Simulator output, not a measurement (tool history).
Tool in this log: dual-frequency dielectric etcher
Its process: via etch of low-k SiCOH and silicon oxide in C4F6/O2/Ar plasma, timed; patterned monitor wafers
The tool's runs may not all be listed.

| run | hour | source power (kW) | bias power (kW) | etch time (s) | mean etch depth across the wafer (nm) |
|---|---|---|---|---|---|
| 1 | 0.0 | 0.440 | 0.249 | 52.5 | 166.59 |
| 2 | 0.6 | 0.460 | 0.250 | 52.5 | 171.96 |
| 3 | 1.9 | 0.460 | 0.250 | 52.5 | 171.10 |
| 4 | 9.4 | 0.470 | 0.250 | 52.5 | 173.24 |
| 5 | 12.9 | 0.470 | 0.268 | 52.5 | 176.67 |
| 6 | 15.6 | 0.390 | 0.268 | 52.5 | 162.10 |
| 7 | 24.1 | 0.410 | 0.269 | 52.5 | 166.68 |

For run 8, what comes out?
|  | 25.7 | source power generator calibrated |
| 8 | 25.7 | 0.420 | 0.269 | 52.5 | ? |

Run 8 gave mean etch depth across the wafer (nm) 171.49.

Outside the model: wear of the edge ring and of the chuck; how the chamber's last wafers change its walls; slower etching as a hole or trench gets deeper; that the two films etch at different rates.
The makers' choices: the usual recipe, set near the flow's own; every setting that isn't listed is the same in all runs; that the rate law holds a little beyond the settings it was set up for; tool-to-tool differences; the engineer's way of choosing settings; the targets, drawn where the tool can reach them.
